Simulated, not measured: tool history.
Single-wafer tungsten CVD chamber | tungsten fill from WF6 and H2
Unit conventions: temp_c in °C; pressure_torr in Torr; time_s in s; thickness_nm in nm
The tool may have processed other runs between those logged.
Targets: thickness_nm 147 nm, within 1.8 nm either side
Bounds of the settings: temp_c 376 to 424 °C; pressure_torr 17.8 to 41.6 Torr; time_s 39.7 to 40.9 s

run	day	temp_c	pressure_torr	time_s	thickness_nm
1	0	400	29.7	39.7	118.32
2	0.246	400	29.7	39.7	118.86
3	0.367	404	29.7	39.7	128.63
4	0.692	405	29.7	39.7	131.31
5	0.983	406	29.7	39.7	133.8
6	1.142	407	29.7	39.7	136.28
7	1.196	408	29.7	39.7	139.13
8	1.508	409	29.7	39.7	142.09

Which single option among these 4 for the next run brings every result within its allowed miss of target? Just one does.
A	1.821	411	29.2	40.9	?
B	1.821	408	30.7	40.2	?
C	1.821	408	32.3	40.9	?
D	1.821	409	27.8	39.7	?

move	thickness_nm
A	150.36
B	142.14
C	147.26
D	138.22
A: moves the result that the last run missed by most past its target, out the other side
B: neither nearer nor further off than the last run
C: each result inside its tolerance
D: lands further from the targets than the last run did
C is the move that brings every result within its allowed miss.
